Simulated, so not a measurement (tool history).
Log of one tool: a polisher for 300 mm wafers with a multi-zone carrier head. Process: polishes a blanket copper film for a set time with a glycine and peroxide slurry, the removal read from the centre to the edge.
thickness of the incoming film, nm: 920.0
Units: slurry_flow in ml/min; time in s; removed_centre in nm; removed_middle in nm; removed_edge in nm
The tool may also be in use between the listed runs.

run  hour  slurry_flow  centre_zone  middle_zone  edge_zone  time  removed_centre  removed_middle  removed_edge
  1     0          300            1            1          1    65          207.07          208.06        217.24
  2   7.3          295         0.98         0.97       0.98    61          192.21          185.84        199.63
  3    11          370         0.98         0.97       0.98    61          196.92          194.88        209.96
  4  19.7          370         0.98         0.97       0.98    53          171.16          165.77        180.28
  5  24.2          370         0.98         0.97       0.91    53           170.9          164.28        170.38
  6  31.4          370         0.98         0.97       0.94    53          169.97          167.05        176.83
  7  32.5          355         0.95         0.95       0.93    53          164.71          163.66        176.68

Run 8 comes next. What will it give?
  8  34.7          345         0.94         0.93       0.91    52               ?               ?             ?

Run 8 gave removed_centre 159.03 nm, removed_middle 161.58 nm, removed_edge 169.38 nm.

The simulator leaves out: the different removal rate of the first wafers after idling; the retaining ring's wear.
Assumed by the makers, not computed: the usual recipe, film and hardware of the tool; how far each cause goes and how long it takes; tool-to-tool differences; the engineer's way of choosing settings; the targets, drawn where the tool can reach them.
